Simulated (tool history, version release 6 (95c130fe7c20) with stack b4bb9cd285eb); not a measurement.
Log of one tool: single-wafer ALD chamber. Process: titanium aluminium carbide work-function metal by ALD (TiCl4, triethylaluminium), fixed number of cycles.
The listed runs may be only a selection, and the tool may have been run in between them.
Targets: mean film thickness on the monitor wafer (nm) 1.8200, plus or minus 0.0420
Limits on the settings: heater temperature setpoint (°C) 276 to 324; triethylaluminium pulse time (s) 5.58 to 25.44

| run | day | heater temperature setpoint (°C) | triethylaluminium pulse time (s) | mean film thickness on the monitor wafer (nm) |
|---|---|---|---|---|
| 1 | 0.000 | 300 | 15.51 | 1.9808 |
| 2 | 0.317 | 296 | 15.23 | 1.9432 |
| 3 | 0.533 | 293 | 15.02 | 1.8940 |
| 4 | 0.779 | 292 | 14.93 | 1.9077 |
| 5 | 1.046 | 290 | 14.79 | 1.8955 |
| 6 | 1.396 | 290 | 17.37 | 1.8895 |
| 7 | 1.588 | 288 | 17.33 | 1.8813 |
| 8 | 1.700 | 288 | 17.33 | 1.8796 |

Which one of the following 4 next-run settings gets every result inside its allowed miss? There is exactly one.
| A | 1.812 | 280 | 23.19 | ? |
| B | 1.812 | 276 | 19.60 | ? |
| C | 1.812 | 300 | 19.63 | ? |
| D | 1.812 | 276 | 16.55 | ? |

| move | mean film thickness on the monitor wafer (nm) |
|---|---|
| A | 1.7963 |
| B | 1.7527 |
| C | 1.9858 |
| D | 1.7448 |
A: all results in spec
B: takes the result that was furthest off past its target
C: moves away from the targets compared with the last run
D: takes the result that was furthest off past its target
A is the move that brings every result within its allowed miss.

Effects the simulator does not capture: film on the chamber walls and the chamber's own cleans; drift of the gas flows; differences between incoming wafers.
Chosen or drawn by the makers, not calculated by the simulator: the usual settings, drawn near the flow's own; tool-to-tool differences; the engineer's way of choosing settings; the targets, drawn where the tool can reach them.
